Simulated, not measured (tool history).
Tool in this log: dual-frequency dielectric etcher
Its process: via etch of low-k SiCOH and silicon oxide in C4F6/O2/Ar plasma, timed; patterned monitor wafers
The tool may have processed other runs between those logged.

run,hour,source power (W),bias power (W),etch time (s),mean etch depth across the wafer (angstrom)
1,0,340,215,115.5,3052.1
2,1.9,320,214,115.5,2946.2
3,7.6,360,214,115.5,3156.5
4,10.3,340,213,115.5,3037.4
5,10.8,390,213,115.5,3260
6,13.9,360,212,115.5,3120
7,20.1,340,211,115.5,3028.1

Run 8, settings as shown, results not yet in. Your forecast:
8,25.8,290,208,115.5,?

mean etch depth across the wafer (angstrom): 2788.4
